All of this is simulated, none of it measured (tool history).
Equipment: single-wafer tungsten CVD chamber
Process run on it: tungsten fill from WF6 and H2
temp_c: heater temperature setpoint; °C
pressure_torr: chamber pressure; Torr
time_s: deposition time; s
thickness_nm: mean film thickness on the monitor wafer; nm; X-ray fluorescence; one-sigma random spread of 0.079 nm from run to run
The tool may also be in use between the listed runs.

Run 1, hour 0: temp_c 375 °C, pressure_torr 43.3 Torr, time_s 23.9 s. Result: thickness_nm 48.834 nm.
Run 2, hour 2.6: temp_c 375 °C, pressure_torr 43.3 Torr, time_s 23.9 s. Result: thickness_nm 48.721 nm.
Run 3, hour 10.9: temp_c 375 °C, pressure_torr 37.2 Torr, time_s 23.9 s. Result: thickness_nm 43.582 nm.
Run 4, hour 15.1: temp_c 384 °C, pressure_torr 37.2 Torr, time_s 23.9 s. Result: thickness_nm 53.769 nm.
Run 5, hour 17.4: temp_c 379 °C, pressure_torr 37.1 Torr, time_s 23.9 s. Result: thickness_nm 47.837 nm.
Run 6, hour 18.2: temp_c 375 °C, pressure_torr 37.1 Torr, time_s 23.9 s. Result: thickness_nm 43.527 nm.

The next listed run, before its measurement:
Run 7, hour 19: temp_c 372 °C, pressure_torr 37.1 Torr, time_s 23.9 s. Result: thickness_nm ?.

For run 7 the tool returned thickness_nm 40.59 nm.
